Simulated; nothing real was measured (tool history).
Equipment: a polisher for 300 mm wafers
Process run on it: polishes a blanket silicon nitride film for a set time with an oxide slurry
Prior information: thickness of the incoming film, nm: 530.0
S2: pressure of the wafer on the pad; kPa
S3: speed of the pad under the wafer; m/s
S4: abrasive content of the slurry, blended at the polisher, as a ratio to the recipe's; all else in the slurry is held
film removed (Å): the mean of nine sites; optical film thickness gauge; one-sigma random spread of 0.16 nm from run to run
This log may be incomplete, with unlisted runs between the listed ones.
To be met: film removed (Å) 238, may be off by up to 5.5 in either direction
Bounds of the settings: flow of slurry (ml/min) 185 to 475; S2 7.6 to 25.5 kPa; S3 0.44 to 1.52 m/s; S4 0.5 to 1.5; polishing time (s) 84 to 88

Run 1, hour 0: flow of slurry (ml/min) 305, S2 16.5 kPa, S3 0.98 m/s, S4 1, polishing time (s) 84. Result: film removed (Å) 328.96.
Run 2, hour 7: flow of slurry (ml/min) 230, S2 16.5 kPa, S3 0.98 m/s, S4 1, polishing time (s) 84. Result: film removed (Å) 325.97.
Run 3, hour 13: flow of slurry (ml/min) 230, S2 17.9 kPa, S3 0.98 m/s, S4 1, polishing time (s) 84. Result: film removed (Å) 338.89.
Run 4, hour 18.6: flow of slurry (ml/min) 225, S2 15.9 kPa, S3 0.98 m/s, S4 1, polishing time (s) 84. Result: film removed (Å) 317.06.
Run 5, hour 23.4: flow of slurry (ml/min) 225, S2 15.9 kPa, S3 0.98 m/s, S4 1.15, polishing time (s) 84. Result: film removed (Å) 333.2.
Run 6, hour 26: flow of slurry (ml/min) 225, S2 13.8 kPa, S3 0.98 m/s, S4 1.15, polishing time (s) 84. Result: film removed (Å) 305.3.
Run 7, hour 31.7: flow of slurry (ml/min) 225, S2 12.4 kPa, S3 0.98 m/s, S4 1.15, polishing time (s) 84. Result: film removed (Å) 288.26.
Run 8, hour 32.5: flow of slurry (ml/min) 225, S2 11 kPa, S3 0.98 m/s, S4 1.15, polishing time (s) 84. Result: film removed (Å) 267.96.
Run 9, hour 41.2: flow of slurry (ml/min) 225, S2 10.3 kPa, S3 0.98 m/s, S4 1.15, polishing time (s) 84. Result: film removed (Å) 258.82.
Run 10, hour 49: flow of slurry (ml/min) 225, S2 9.7 kPa, S3 0.98 m/s, S4 1.15, polishing time (s) 84. Result: film removed (Å) 245.97.

Exercise: of the 4 proposed moves below, exactly one satisfies all targets within the stated allowed misses. Which move is it?
Run A, hour 56.8: flow of slurry (ml/min) 210, S2 9 kPa, S3 0.9 m/s, S4 1.2, polishing time (s) 86. Result: film removed (Å) ?.
Run B, hour 56.8: flow of slurry (ml/min) 225, S2 9 kPa, S3 0.94 m/s, S4 1.15, polishing time (s) 87. Result: film removed (Å) ?.
Run C, hour 56.8: flow of slurry (ml/min) 330, S2 12.4 kPa, S3 0.64 m/s, S4 1.5, polishing time (s) 88. Result: film removed (Å) ?.
Run D, hour 56.8: flow of slurry (ml/min) 275, S2 9.7 kPa, S3 0.9 m/s, S4 1.3, polishing time (s) 85. Result: film removed (Å) ?.

move  film removed (Å)
   A            229.14
   B            237.01
   C            247.92
   D            251.52
A: pushes the last run's worst result past its target
B: meets every target
C: the biggest miss grows against the last run
D: the biggest miss grows against the last run
Go with B: it meets all targets.
